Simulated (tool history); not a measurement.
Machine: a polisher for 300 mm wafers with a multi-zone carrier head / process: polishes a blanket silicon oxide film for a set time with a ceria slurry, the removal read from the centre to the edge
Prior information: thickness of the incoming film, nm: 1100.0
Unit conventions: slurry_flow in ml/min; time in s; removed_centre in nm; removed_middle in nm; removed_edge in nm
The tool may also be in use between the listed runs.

run 1 hour=0 | slurry_flow=145 centre_zone=1 middle_zone=1 edge_zone=1 time=82 | removed_centre=240.32 removed_middle=248.9 removed_edge=246.45
run 2 hour=3 | slurry_flow=150 centre_zone=1.01 middle_zone=1.01 edge_zone=1.01 time=83 | removed_centre=247.88 removed_middle=254.33 removed_edge=247.02
run 3 hour=11.6 | slurry_flow=185 centre_zone=1.01 middle_zone=1.01 edge_zone=1.01 time=83 | removed_centre=262.23 removed_middle=264.48 removed_edge=254.54
run 4 hour=13.5 | slurry_flow=185 centre_zone=1.01 middle_zone=1.01 edge_zone=1.02 time=84 | removed_centre=267.07 removed_middle=262.16 removed_edge=258.66
run 5 hour=16.1 | slurry_flow=185 centre_zone=1.01 middle_zone=1.02 edge_zone=1.03 time=85 | removed_centre=269.67 removed_middle=271.46 removed_edge=261.09
run 6 hour=23.6 | slurry_flow=185 centre_zone=1.01 middle_zone=1.09 edge_zone=1.03 time=85 | removed_centre=272.81 removed_middle=284.16 removed_edge=257.91

What does the tool deliver on the next run?
run 7 hour=25.5 | slurry_flow=185 centre_zone=1.01 middle_zone=1.09 edge_zone=1.04 time=86 | removed_centre=? removed_middle=? removed_edge=?

removed_centre: 267.01 nm
removed_middle: 283.75 nm
removed_edge: 268.38 nm
